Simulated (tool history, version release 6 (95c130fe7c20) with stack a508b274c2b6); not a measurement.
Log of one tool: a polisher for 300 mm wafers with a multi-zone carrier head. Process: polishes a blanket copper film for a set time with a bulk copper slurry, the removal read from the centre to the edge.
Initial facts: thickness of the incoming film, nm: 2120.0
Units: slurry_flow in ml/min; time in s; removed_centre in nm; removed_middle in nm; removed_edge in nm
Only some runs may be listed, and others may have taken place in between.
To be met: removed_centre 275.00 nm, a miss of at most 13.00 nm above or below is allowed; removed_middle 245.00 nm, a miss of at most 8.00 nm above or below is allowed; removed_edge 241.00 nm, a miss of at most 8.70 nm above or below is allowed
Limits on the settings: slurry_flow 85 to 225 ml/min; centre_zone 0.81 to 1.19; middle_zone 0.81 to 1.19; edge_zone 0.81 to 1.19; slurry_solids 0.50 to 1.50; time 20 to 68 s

| run | hour | slurry_flow | centre_zone | middle_zone | edge_zone | slurry_solids | time | removed_centre | removed_middle | removed_edge |
|---|---|---|---|---|---|---|---|---|---|---|
| 1 | 0.0 | 145 | 1.00 | 1.00 | 1.00 | 1.00 | 44 | 426.31 | 418.03 | 399.70 |
| 2 | 6.5 | 140 | 1.00 | 0.98 | 0.97 | 0.90 | 41 | 387.67 | 366.75 | 358.46 |
| 3 | 15.1 | 140 | 1.00 | 0.98 | 0.94 | 0.80 | 39 | 360.67 | 337.66 | 334.60 |
| 4 | 20.1 | 140 | 1.01 | 0.99 | 0.92 | 0.75 | 37 | 343.54 | 317.83 | 306.33 |
| 5 | 22.7 | 140 | 1.01 | 0.99 | 0.92 | 0.75 | 42 | 391.94 | 362.79 | 352.18 |
| 6 | 24.2 | 140 | 1.01 | 0.99 | 0.90 | 0.70 | 39 | 351.41 | 334.95 | 310.05 |
|  | 25.2 | centre zone pressure recalibrated |
| 7 | 25.2 | 135 | 1.01 | 0.97 | 0.88 | 0.65 | 38 | 312.36 | 316.17 | 298.52 |
| 8 | 28.6 | 140 | 1.04 | 0.95 | 0.87 | 0.60 | 36 | 305.66 | 293.48 | 275.15 |
| 9 | 31.8 | 135 | 1.07 | 0.92 | 0.86 | 0.60 | 36 | 312.91 | 286.20 | 270.04 |

4 next moves are on the table. One of them brings every result within its allowed miss. Which?
| A | 35.0 | 120 | 1.17 | 0.84 | 0.92 | 0.80 | 36 | ? | ? | ? |
| B | 35.0 | 115 | 1.10 | 0.81 | 1.05 | 0.60 | 34 | ? | ? | ? |
| C | 35.0 | 125 | 0.95 | 0.91 | 0.82 | 0.60 | 44 | ? | ? | ? |
| D | 35.0 | 130 | 1.09 | 0.92 | 0.85 | 0.55 | 32 | ? | ? | ? |

| move | removed_centre | removed_middle | removed_edge |
|---|---|---|---|
| A | 354.70 | 273.32 | 296.73 |
| B | 296.59 | 236.47 | 282.62 |
| C | 338.23 | 343.28 | 329.62 |
| D | 281.19 | 250.25 | 241.52 |
A: the biggest miss grows against the last run
B: carries the result that was furthest off beyond its target, to the other side
C: the biggest miss grows against the last run
D: hits every target within its allowed miss
So the answer is move D, the one that meets all the targets.

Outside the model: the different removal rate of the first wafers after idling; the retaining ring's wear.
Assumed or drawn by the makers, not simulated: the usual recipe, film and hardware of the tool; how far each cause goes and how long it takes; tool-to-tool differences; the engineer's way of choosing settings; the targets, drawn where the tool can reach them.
